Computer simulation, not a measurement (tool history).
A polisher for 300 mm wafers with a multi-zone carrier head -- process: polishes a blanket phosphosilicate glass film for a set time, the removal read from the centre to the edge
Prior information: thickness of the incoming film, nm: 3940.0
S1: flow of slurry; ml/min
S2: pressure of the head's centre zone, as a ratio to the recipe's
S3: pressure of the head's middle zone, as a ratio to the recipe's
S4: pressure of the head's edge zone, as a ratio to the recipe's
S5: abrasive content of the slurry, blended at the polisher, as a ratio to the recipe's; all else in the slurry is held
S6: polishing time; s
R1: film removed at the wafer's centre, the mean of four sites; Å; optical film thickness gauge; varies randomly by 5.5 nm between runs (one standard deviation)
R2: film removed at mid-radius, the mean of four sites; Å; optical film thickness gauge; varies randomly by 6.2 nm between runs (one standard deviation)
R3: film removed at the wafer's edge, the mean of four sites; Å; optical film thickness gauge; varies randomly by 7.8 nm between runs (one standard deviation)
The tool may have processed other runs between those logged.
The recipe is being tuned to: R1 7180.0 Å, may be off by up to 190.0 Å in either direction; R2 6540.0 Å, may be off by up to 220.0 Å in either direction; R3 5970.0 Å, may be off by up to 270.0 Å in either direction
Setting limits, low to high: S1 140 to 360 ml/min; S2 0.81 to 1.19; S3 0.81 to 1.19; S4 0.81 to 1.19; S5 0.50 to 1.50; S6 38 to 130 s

run 1 hour=0.0 | S1=230 S2=1.00 S3=1.00 S4=1.00 S5=1.00 S6=84 | R1=8468.5 R2=8765.2 R3=8539.1
run 2 hour=2.5 | S1=190 S2=1.00 S3=1.00 S4=1.00 S5=1.00 S6=84 | R1=8157.7 R2=8523.5 R3=8434.1
run 3 hour=8.9 | S1=220 S2=1.02 S3=0.99 S4=0.95 S5=0.85 S6=82 | R1=7742.1 R2=7933.6 R3=7644.4
run 4 hour=17.9 | S1=220 S2=1.02 S3=1.07 S4=0.95 S5=0.85 S6=82 | R1=7769.5 R2=8105.3 R3=7502.2
run 5 hour=20.7 | S1=220 S2=1.02 S3=1.07 S4=0.89 S5=0.85 S6=82 | R1=7712.7 R2=8157.3 R3=7482.7
run 6 hour=23.7 | S1=220 S2=1.02 S3=1.07 S4=0.89 S5=0.85 S6=102 | R1=9593.7 R2=10161.0 R3=9047.6
run 7 hour=31.5 | S1=235 S2=1.06 S3=1.06 S4=0.88 S5=0.75 S6=94 | R1=8649.1 R2=8785.2 R3=7525.1
run 8 hour=38.2 | S1=225 S2=1.07 S3=1.01 S4=0.89 S5=0.65 S6=92 | R1=7775.2 R2=7451.9 R3=6953.0
run 9 hour=41.7 | S1=225 S2=1.08 S3=1.01 S4=0.87 S5=0.60 S6=92 | R1=7299.5 R2=7092.6 R3=6598.3
run 10 hour=42.7 | S1=225 S2=1.10 S3=1.01 S4=0.85 S5=0.60 S6=92 | R1=7506.0 R2=6946.6 R3=6438.9
run 11 hour=47.1 | S1=220 S2=1.11 S3=1.02 S4=0.84 S5=0.60 S6=92 | R1=7396.8 R2=7068.3 R3=6271.4
run 12 hour=54.0 | S1=210 S2=1.12 S3=1.01 S4=0.84 S5=0.60 S6=92 | R1=7518.2 R2=6864.3 R3=6348.1
run 13 hour=57.0 | S1=210 S2=1.12 S3=1.01 S4=0.83 S5=0.60 S6=92 | R1=7450.9 R2=6957.9 R3=6343.3
run 14 hour=61.3 | S1=210 S2=1.13 S3=1.01 S4=0.82 S5=0.60 S6=92 | R1=7608.7 R2=7102.2 R3=6141.0
run 15 hour=67.1 | S1=205 S2=1.13 S3=0.99 S4=0.82 S5=0.60 S6=92 | R1=7567.9 R2=6962.2 R3=6244.0

Which one of the following 4 next-run settings gets every result inside its allowed miss? There is exactly one.
run A hour=72.9 | S1=250 S2=1.19 S3=0.98 S4=0.84 S5=0.55 S6=93 | R1=? R2=? R3=?
run B hour=72.9 | S1=175 S2=1.16 S3=0.91 S4=0.87 S5=0.55 S6=94 | R1=? R2=? R3=?
run C hour=72.9 | S1=245 S2=1.15 S3=1.02 S4=0.89 S5=0.65 S6=79 | R1=? R2=? R3=?
run D hour=72.9 | S1=195 S2=1.02 S3=1.04 S4=0.81 S5=0.65 S6=94 | R1=? R2=? R3=?

move=A R1=7756.4 R2=6537.7 R3=6230.7
move=B R1=7178.3 R2=5974.6 R3=6142.4
move=C R1=7198.0 R2=6440.3 R3=6140.8
move=D R1=7311.8 R2=7508.5 R3=6839.0
A: lands further from the targets than the last run did
B: brings the last run's worst result on target, with another outside its allowed miss
C: every result within its allowed miss
D: brings the last run's worst result on target, with another outside its allowed miss
C is the move that brings every result within its allowed miss.
